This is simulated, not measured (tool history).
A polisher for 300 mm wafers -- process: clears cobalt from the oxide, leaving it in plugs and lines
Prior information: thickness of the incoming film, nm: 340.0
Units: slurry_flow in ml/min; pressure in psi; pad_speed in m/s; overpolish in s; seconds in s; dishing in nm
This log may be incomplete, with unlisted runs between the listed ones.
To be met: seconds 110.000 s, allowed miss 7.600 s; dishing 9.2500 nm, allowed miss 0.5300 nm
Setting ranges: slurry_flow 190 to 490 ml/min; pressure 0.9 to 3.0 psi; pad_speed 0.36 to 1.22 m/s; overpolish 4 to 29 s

run	hour	slurry_flow	pressure	pad_speed	overpolish	seconds	dishing
1	0.0	315	1.9	0.78	15	83.818	13.6690
2	0.6	315	1.9	0.78	20	79.697	13.8360
3	2.0	240	1.9	0.78	20	86.963	14.1040
4	7.0	320	1.7	0.76	15	88.687	13.8200
5	8.9	375	1.9	0.62	11	95.746	12.8790
6	14.3	375	1.7	0.62	11	100.760	12.7590
7	17.4	415	1.8	0.54	9	106.020	11.6950
8	23.6	440	1.9	0.48	7	109.060	10.6870
9	26.8	455	2.0	0.44	6	111.920	10.1190

5 candidate next runs follow, results not yet known. Just one meets every target within its allowed miss. Identify it.
A	30.0	490	2.4	0.38	5	?	?
B	30.0	445	1.9	0.42	8	?	?
C	30.0	490	2.1	0.60	4	?	?
D	30.0	465	2.4	0.36	8	?	?
E	30.0	460	2.1	0.60	4	?	?

move	seconds	dishing
A	109.910	9.2924
B	122.040	11.1520
C	89.713	9.1657
D	113.800	11.4630
E	90.033	9.1472
A: meets every target
B: misses by more than the last run did
C: meets the target for the result that was furthest off, but another lies outside its allowed miss
D: misses by more than the last run did
E: meets the target for the result that was furthest off, but another lies outside its allowed miss
Correct choice: A, which meets every target
